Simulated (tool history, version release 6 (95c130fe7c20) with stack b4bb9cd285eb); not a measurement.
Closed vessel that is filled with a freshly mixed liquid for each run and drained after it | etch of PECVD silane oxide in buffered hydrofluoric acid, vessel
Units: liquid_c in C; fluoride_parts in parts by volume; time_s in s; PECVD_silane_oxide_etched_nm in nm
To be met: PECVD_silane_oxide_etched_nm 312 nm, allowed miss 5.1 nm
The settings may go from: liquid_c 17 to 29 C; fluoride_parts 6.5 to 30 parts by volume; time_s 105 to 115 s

| run | hour | liquid_c | fluoride_parts | time_s | PECVD_silane_oxide_etched_nm |
|---|---|---|---|---|---|
| 1 | 0 | 21 | 18.5 | 105 | 184.44 |
| 2 | 5.2 | 21 | 18.5 | 115 | 200.07 |
| 3 | 10.2 | 19.5 | 18.5 | 115 | 183.93 |
| 4 | 14.1 | 19.5 | 18.5 | 105 | 169.24 |
| 5 | 22.3 | 21 | 18 | 105 | 188.8 |
| 6 | 24 | 21 | 20 | 105 | 168.27 |
| 7 | 29.5 | 22.5 | 19.5 | 105 | 188.97 |
| 8 | 32.1 | 23.5 | 19 | 105 | 205.24 |
| 9 | 33.1 | 24.5 | 18.5 | 105 | 221.01 |
| 10 | 38.6 | 25.5 | 18 | 105 | 239.99 |
| 11 | 41.7 | 26 | 18 | 105 | 248.88 |
| 12 | 49.7 | 26.5 | 18 | 105 | 253.67 |
| 13 | 55.2 | 27 | 18 | 105 | 262.42 |
| 14 | 56.4 | 27.5 | 18 | 105 | 268.52 |
| 15 | 57.4 | 28 | 18 | 105 | 274.78 |
| 16 | 63.7 | 28 | 17.5 | 105 | 283.91 |
| 17 | 71.8 | 28 | 17.5 | 105 | 283.69 |
| 18 | 77.5 | 28.5 | 17 | 105 | 299.32 |

5 next moves are on the table. One of them brings every result within its allowed miss. Which?
| A | 83.2 | 28 | 16.5 | 105 | ? |
| B | 83.2 | 27.5 | 15.5 | 110 | ? |
| C | 83.2 | 29 | 17 | 110 | ? |
| D | 83.2 | 28 | 16.5 | 115 | ? |
| E | 83.2 | 28 | 16.5 | 110 | ? |

| move | PECVD_silane_oxide_etched_nm |
|---|---|
| A | 298.12 |
| B | 323.36 |
| C | 319.84 |
| D | 326.52 |
| E | 312.32 |
A: further off than the last run
B: takes the result that was furthest off past its target
C: takes the result that was furthest off past its target
D: takes the result that was furthest off past its target
E: meets every target
Answer: E

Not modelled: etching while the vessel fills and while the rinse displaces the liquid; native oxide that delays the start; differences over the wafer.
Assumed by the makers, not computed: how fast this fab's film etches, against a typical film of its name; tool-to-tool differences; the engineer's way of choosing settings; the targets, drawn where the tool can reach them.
